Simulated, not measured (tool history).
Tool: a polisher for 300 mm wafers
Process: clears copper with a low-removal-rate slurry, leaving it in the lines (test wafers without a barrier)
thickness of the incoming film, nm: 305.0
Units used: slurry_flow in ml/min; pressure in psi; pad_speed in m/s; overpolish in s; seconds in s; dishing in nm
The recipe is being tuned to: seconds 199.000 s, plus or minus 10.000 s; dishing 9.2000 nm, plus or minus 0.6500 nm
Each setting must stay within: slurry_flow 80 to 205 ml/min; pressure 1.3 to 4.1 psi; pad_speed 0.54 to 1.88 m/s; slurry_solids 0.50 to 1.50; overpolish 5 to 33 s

run  hour  slurry_flow  pressure  pad_speed  slurry_solids  overpolish  seconds  dishing
  1   0.0          135       2.7       1.20           1.00          17   75.896  39.1360
  2   3.4          135       2.4       1.04           1.00          14   91.602  27.9650
  3   7.4          135       2.4       1.04           0.90          14   99.023  28.4680
  4  15.1          135       2.4       1.04           0.90          19   95.770  35.7160
  5  23.8          130       2.1       0.92           0.95          16  114.850  25.7330
     26.4  -- head pressure recalibrated
  6  26.4          130       2.1       0.92           0.95          11  132.700  16.9070
  7  31.5          125       1.9       0.90           1.00          10  141.650  14.0920
  8  38.4          120       1.8       0.88           1.00          10  145.960  13.5320
  9  42.8          120       1.7       0.84           1.00          10  163.330  12.9350

Below are 4 possible settings for the next run. Only one of them brings all results inside the allowed miss of their targets. Which is it?
  A  47.2          115       1.5       0.74           1.05           9        ?        ?
  B  47.2          105       1.7       0.78           0.90           8        ?        ?
  C  47.2          100       1.6       0.72           1.05           7        ?        ?
  D  47.2          105       1.6       0.82           1.00           8        ?        ?

move  seconds  dishing
   A  195.190   8.9635
   B  181.620   8.5979
   C  195.510   7.0380
   D  177.930   8.7597
A: meets every target
B: meets the target for the result that was furthest off, but another lies outside its allowed miss
C: the result that was furthest off in the last run now lies on the other side of its target
D: meets the target for the result that was furthest off, but another lies outside its allowed miss
Answer: A
